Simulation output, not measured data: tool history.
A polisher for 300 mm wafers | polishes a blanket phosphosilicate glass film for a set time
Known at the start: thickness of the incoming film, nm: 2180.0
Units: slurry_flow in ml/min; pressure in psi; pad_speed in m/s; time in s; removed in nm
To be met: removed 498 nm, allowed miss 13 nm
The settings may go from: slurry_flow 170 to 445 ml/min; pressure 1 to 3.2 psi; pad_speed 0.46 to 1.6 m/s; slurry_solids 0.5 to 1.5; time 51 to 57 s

run  hour  slurry_flow  pressure  pad_speed  slurry_solids  time  removed
  1     0          285       2.1       1.02              1    57   272.12
  2   4.9          285       2.1       1.02            0.8    57   228.59
  3  12.3          290       2.4        1.1            0.8    57   268.27
  4  17.9          290       2.4       1.32            0.8    57   296.76
  5  21.8          290       2.4       1.32            0.7    57   257.94
  6  29.8          295       2.6       1.38           0.75    57   308.14
  7    31          295       2.7       1.44            0.8    57   351.45
  8  38.2          295       2.8       1.48            0.8    57   362.39
  9  46.7          300       2.9        1.5           0.85    57    401.7
 10  52.2          300         3       1.52           0.85    57   410.85
 11  57.7          300         3       1.54            0.9    57   438.15
 12  58.5          300         3       1.56            0.9    57   446.79
 13    67          300       3.1       1.58            0.9    57   458.14
 14    72          305       3.1       1.58            0.9    57   455.54

Which of these 5 next moves meets every target?
  A    77          320         3       1.54            0.9    52        ?
  B    77          335       3.2       1.36           1.05    57        ?
  C    77          280       3.2       1.36            0.8    57        ?
  D    77          300       3.1       1.58           0.85    55        ?
  E    77          340       3.1       1.48           0.85    57        ?

move  removed
   A   399.51
   B   489.98
   C   388.93
   D   419.48
   E   423.52
A: further off than the last run
B: meets every target
C: further off than the last run
D: further off than the last run
E: further off than the last run
Answer: B
